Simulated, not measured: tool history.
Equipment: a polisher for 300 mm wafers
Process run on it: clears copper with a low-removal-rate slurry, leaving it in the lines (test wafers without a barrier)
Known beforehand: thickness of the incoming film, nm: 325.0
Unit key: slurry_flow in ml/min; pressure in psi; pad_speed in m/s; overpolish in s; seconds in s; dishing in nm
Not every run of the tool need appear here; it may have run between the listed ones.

Run 1, hour 0: slurry_flow 195 ml/min, pressure 2.6 psi, pad_speed 1.28 m/s, slurry_solids 1, overpolish 18 s. Result: seconds 109.16 s, dishing 34.656 nm.
Run 2, hour 1.9: slurry_flow 200 ml/min, pressure 2.8 psi, pad_speed 1.28 m/s, slurry_solids 1, overpolish 16 s. Result: seconds 103.52 s, dishing 32.166 nm.
Run 3, hour 5.9: slurry_flow 200 ml/min, pressure 3 psi, pad_speed 1.28 m/s, slurry_solids 1, overpolish 15 s. Result: seconds 98.968 s, dishing 32.221 nm.
Run 4, hour 8.6: slurry_flow 200 ml/min, pressure 3 psi, pad_speed 1.28 m/s, slurry_solids 1.1, overpolish 15 s. Result: seconds 95.513 s, dishing 32.705 nm.
Run 5, hour 17.1: slurry_flow 200 ml/min, pressure 3 psi, pad_speed 1.28 m/s, slurry_solids 0.9, overpolish 15 s. Result: seconds 100.19 s, dishing 31.903 nm.
Run 6, hour 18.8: slurry_flow 200 ml/min, pressure 3 psi, pad_speed 1.28 m/s, slurry_solids 0.9, overpolish 20 s. Result: seconds 101.63 s, dishing 40.109 nm.
Run 7, hour 19.7: slurry_flow 200 ml/min, pressure 3.2 psi, pad_speed 1.28 m/s, slurry_solids 0.9, overpolish 18 s. Result: seconds 96.711 s, dishing 39.012 nm.
Run 8, hour 26.3: slurry_flow 200 ml/min, pressure 3.2 psi, pad_speed 1.28 m/s, slurry_solids 0.9, overpolish 18 s. Result: seconds 96.6 s, dishing 38.184 nm.
Run 9, hour 31.4: slurry_flow 200 ml/min, pressure 3.3 psi, pad_speed 1.28 m/s, slurry_solids 0.9, overpolish 17 s. Result: seconds 96.892 s, dishing 36.523 nm.

Forecast run 10:
Run 10, hour 32.7: slurry_flow 205 ml/min, pressure 3.4 psi, pad_speed 1.3 m/s, slurry_solids 0.9, overpolish 16 s. Result: seconds ?, dishing ?.

seconds: 90.601 s
dishing: 37.79 nm

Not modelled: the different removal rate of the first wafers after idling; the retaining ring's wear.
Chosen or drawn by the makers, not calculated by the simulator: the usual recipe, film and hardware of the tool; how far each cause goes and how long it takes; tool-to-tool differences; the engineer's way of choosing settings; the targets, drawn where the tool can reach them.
